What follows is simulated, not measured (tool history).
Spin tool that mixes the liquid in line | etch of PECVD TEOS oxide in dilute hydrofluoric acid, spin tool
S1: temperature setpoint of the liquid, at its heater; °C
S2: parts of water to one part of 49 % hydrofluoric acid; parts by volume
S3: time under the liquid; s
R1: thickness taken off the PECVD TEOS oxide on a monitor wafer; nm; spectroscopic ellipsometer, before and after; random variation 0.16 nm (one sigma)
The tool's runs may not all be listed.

run	hour	S1	S2	S3	R1
1	0.0	24.0	125	70	11.945
2	5.0	25.5	120	70	13.556
3	8.9	27.0	120	70	14.400
4	9.8	28.0	120	70	15.075
5	18.1	26.5	120	70	14.147
6	20.1	27.5	120	70	14.636
7	22.4	28.5	120	70	14.906

Forecast run 8:
8	24.2	28.5	120	70	?

R1: 15.160 nm
